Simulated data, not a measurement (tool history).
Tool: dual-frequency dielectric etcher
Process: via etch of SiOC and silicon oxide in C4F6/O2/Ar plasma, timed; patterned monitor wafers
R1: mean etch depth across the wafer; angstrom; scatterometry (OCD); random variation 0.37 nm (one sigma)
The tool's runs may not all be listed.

{"run": 1, "hour": 0.0, "source power (kW)": 0.43, "bias power (kW)": 0.162, "etch time (s)": 44.5, "R1": 513.21}
{"run": 2, "hour": 4.1, "source power (kW)": 0.43, "bias power (kW)": 0.151, "etch time (s)": 44.5, "R1": 504.02}
{"run": 3, "hour": 8.3, "source power (kW)": 0.48, "bias power (kW)": 0.158, "etch time (s)": 44.5, "R1": 526.37}
{"run": 4, "hour": 12.6, "source power (kW)": 0.52, "bias power (kW)": 0.169, "etch time (s)": 44.5, "R1": 559.52}
{"run": 5, "hour": 18.9, "source power (kW)": 0.52, "bias power (kW)": 0.186, "etch time (s)": 44.5, "R1": 578.88}
{"run": 6, "hour": 22.2, "source power (kW)": 0.52, "bias power (kW)": 0.186, "etch time (s)": 44.5, "R1": 570.66}
{"run": 7, "hour": 29.5, "source power (kW)": 0.54, "bias power (kW)": 0.188, "etch time (s)": 44.5, "R1": 582.65}

Run 8 comes next. What will it give?
{"run": 8, "hour": 37.2, "source power (kW)": 0.55, "bias power (kW)": 0.19, "etch time (s)": 44.5, "R1": "?"}

R1: 586.47 angstrom
